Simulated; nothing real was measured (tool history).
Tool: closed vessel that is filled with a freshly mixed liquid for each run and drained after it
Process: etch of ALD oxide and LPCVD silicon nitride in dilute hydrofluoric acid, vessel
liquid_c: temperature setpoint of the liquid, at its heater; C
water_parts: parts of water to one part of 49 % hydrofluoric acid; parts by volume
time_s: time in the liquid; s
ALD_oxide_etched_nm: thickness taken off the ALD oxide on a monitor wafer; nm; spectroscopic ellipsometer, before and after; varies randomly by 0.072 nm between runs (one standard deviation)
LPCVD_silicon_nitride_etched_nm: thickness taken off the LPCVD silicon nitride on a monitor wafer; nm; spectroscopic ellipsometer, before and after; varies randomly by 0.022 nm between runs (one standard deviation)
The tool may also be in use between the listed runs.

run,hour,liquid_c,water_parts,time_s,ALD_oxide_etched_nm,LPCVD_silicon_nitride_etched_nm
1,0,25,220,310,11.62,0.7346
2,1,25,205,305,12.499,0.76498
3,8.6,23.5,205,305,11.892,0.70565
4,17.6,24,190,300,13.041,0.76832
5,19.7,24,180,295,13.633,0.82122
6,24.1,22.5,180,295,12.887,0.73364
7,27.9,22.5,170,295,13.704,0.73655
8,36.5,22.5,165,295,14.269,0.79678

Estimate the outcome of run 9 from the log above:
9,38.3,22.5,160,295,?,?

{"run 9": {"ALD_oxide_etched_nm": 14.899, "LPCVD_silicon_nitride_etched_nm": 0.83771}}
